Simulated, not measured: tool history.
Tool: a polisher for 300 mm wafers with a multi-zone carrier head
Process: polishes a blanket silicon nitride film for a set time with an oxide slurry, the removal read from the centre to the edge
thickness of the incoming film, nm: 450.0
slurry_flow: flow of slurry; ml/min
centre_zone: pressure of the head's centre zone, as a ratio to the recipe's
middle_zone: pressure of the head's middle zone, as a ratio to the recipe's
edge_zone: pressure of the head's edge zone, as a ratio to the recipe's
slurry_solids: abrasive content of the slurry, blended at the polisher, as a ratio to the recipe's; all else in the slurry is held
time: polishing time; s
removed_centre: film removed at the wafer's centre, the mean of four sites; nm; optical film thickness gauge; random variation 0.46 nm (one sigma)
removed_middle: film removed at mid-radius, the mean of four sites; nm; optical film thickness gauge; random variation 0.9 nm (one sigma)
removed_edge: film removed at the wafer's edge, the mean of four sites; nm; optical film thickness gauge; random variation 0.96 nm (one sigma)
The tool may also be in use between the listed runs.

run 1 hour=0.0 | slurry_flow=305 centre_zone=1.00 middle_zone=1.00 edge_zone=1.00 slurry_solids=1.00 time=85 | removed_centre=44.578 removed_middle=45.351 removed_edge=46.160
run 2 hour=4.7 | slurry_flow=300 centre_zone=1.01 middle_zone=0.99 edge_zone=1.04 slurry_solids=1.15 time=88 | removed_centre=49.036 removed_middle=48.503 removed_edge=52.857
run 3 hour=10.7 | slurry_flow=305 centre_zone=1.04 middle_zone=1.02 edge_zone=1.07 slurry_solids=1.25 time=89 | removed_centre=53.004 removed_middle=52.225 removed_edge=55.016
run 4 hour=16.0 | slurry_flow=375 centre_zone=1.04 middle_zone=1.02 edge_zone=1.07 slurry_solids=1.25 time=89 | removed_centre=54.375 removed_middle=53.055 removed_edge=56.788
run 5 hour=17.2 | slurry_flow=380 centre_zone=1.05 middle_zone=1.02 edge_zone=1.09 slurry_solids=1.35 time=91 | removed_centre=57.381 removed_middle=54.272 removed_edge=59.941
run 6 hour=25.3 | slurry_flow=320 centre_zone=1.05 middle_zone=1.02 edge_zone=1.09 slurry_solids=1.35 time=91 | removed_centre=56.413 removed_middle=53.807 removed_edge=58.532

Run 7 comes next. What will it give?
run 7 hour=26.9 | slurry_flow=335 centre_zone=1.05 middle_zone=1.03 edge_zone=1.11 slurry_solids=1.40 time=93 | removed_centre=? removed_middle=? removed_edge=?

removed_centre: 58.143 nm
removed_middle: 58.541 nm
removed_edge: 61.329 nm
